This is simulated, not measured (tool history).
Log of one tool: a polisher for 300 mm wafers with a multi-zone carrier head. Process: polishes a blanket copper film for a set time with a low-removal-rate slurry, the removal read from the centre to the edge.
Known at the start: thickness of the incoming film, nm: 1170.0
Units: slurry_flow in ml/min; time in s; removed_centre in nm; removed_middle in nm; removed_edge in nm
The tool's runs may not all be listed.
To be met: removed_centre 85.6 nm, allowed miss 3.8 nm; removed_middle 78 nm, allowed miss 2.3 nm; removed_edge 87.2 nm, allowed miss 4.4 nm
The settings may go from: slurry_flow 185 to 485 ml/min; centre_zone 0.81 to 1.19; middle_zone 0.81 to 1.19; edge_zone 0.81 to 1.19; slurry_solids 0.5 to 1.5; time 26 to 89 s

run  hour  slurry_flow  centre_zone  middle_zone  edge_zone  slurry_solids  time  removed_centre  removed_middle  removed_edge
  1     0          310            1            1          1              1    57          131.67          122.53        121.91
  2   1.6          310            1         1.09          1              1    57          127.82          129.55        119.01
  3   8.1          310            1         1.09          1              1    71          155.35           163.7        150.08
  4   9.1          310            1         1.09          1            0.9    71          153.97          157.15        142.55
     16.9  -- centre zone pressure recalibrated
  5  16.9          305         0.98         1.07       1.01           0.85    68          131.26          148.08        137.95
  6  25.7          305         0.98         1.07       0.93           0.85    68          135.44          147.41           132
  7  34.2          305         0.98         1.04       0.94            0.8    65          126.16          133.85        126.75
  8  36.5          295         1.01         0.94       0.85           0.55    49           87.86          83.704        81.219
  9    41          290            1         0.93       0.86           0.55    49          89.759          84.063        81.644
 10  44.3          305          0.9         0.83       0.96            0.5    48          77.825          73.119        84.557

Which of these 4 next moves meets every target?
  A  47.6          395         0.95         0.83       0.94           0.65    47               ?               ?             ?
  B  47.6          305         0.88          0.9       0.94            0.5    50               ?               ?             ?
  C  47.6          295         0.83         0.91       1.04            0.5    47               ?               ?             ?
  D  47.6          185         0.92         0.81       1.02            0.9    47               ?               ?             ?

move  removed_centre  removed_middle  removed_edge
   A          84.371          77.633        86.391
   B          77.053          81.227        84.783
   C          68.633           76.88        83.498
   D          83.465           77.95        93.281
A: meets every target
B: takes the result that was furthest off past its target
C: brings the result that was furthest off to its target, and leaves another outside
D: brings the result that was furthest off to its target, and leaves another outside
Move A is the one to make.
